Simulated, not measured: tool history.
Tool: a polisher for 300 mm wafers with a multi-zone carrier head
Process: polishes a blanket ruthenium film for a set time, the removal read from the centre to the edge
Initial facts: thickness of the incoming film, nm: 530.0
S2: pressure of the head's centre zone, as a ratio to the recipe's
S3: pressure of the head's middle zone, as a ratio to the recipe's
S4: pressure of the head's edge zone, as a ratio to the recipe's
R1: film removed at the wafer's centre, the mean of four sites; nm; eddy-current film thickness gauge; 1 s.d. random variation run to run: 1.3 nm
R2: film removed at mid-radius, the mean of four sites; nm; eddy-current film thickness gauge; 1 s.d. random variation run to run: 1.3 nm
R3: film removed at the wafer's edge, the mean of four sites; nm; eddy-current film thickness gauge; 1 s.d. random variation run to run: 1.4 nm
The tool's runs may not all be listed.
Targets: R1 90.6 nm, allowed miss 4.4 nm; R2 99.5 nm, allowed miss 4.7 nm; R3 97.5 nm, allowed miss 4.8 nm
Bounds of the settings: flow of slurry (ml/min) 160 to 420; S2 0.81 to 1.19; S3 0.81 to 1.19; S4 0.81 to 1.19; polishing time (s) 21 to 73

run 1 hour=0 | flow_of_slurry_(ml/min)=270 S2=1 S3=1 S4=1 polishing_time_(s)=47 | R1=78.697 R2=78.065 R3=76.226
run 2 hour=3.5 | flow_of_slurry_(ml/min)=270 S2=1 S3=1.04 S4=1 polishing_time_(s)=47 | R1=77.688 R2=80.215 R3=77.05
run 3 hour=5.4 | flow_of_slurry_(ml/min)=270 S2=1 S3=1.05 S4=1.02 polishing_time_(s)=48 | R1=80.85 R2=84.791 R3=81.757
run 4 hour=12.2 | flow_of_slurry_(ml/min)=270 S2=1.01 S3=1.06 S4=1.04 polishing_time_(s)=48 | R1=79.911 R2=83.011 R3=82.345
run 5 hour=18.6 | flow_of_slurry_(ml/min)=270 S2=0.98 S3=1.06 S4=1.04 polishing_time_(s)=48 | R1=78.193 R2=81.46 R3=78.038
run 6 hour=24.8 | flow_of_slurry_(ml/min)=225 S2=0.98 S3=1.06 S4=1.04 polishing_time_(s)=48 | R1=76.042 R2=79.439 R3=77.535
run 7 hour=25.4 | flow_of_slurry_(ml/min)=240 S2=0.99 S3=1.08 S4=1.05 polishing_time_(s)=48 | R1=77.026 R2=84.134 R3=79.918
run 8 hour=32.1 | flow_of_slurry_(ml/min)=310 S2=1.08 S3=1.09 S4=1.15 polishing_time_(s)=52 | R1=97.024 R2=92.869 R3=92.288
run 9 hour=37.2 | flow_of_slurry_(ml/min)=310 S2=1.06 S3=1.09 S4=1.15 polishing_time_(s)=52 | R1=94.413 R2=94.447 R3=90.453

Pick the move, out of 4, that brings all results within their allowed miss; only one does.
run A hour=42.3 | flow_of_slurry_(ml/min)=190 S2=1.01 S3=0.99 S4=1.17 polishing_time_(s)=63 | R1=? R2=? R3=?
run B hour=42.3 | flow_of_slurry_(ml/min)=395 S2=1.15 S3=1.09 S4=1.17 polishing_time_(s)=46 | R1=? R2=? R3=?
run C hour=42.3 | flow_of_slurry_(ml/min)=265 S2=0.99 S3=1.12 S4=1.17 polishing_time_(s)=55 | R1=? R2=? R3=?
run D hour=42.3 | flow_of_slurry_(ml/min)=205 S2=1.02 S3=0.95 S4=1.17 polishing_time_(s)=62 | R1=? R2=? R3=?

move=A R1=101.25 R2=99.682 R3=107.07
move=B R1=93.024 R2=86.209 R3=83.471
move=C R1=91.65 R2=101.58 R3=96.834
move=D R1=102.11 R2=96.009 R3=106.46
A: takes the result that was furthest off past its target
B: the biggest miss grows against the last run
C: every result within its allowed miss
D: takes the result that was furthest off past its target
The right move is C.
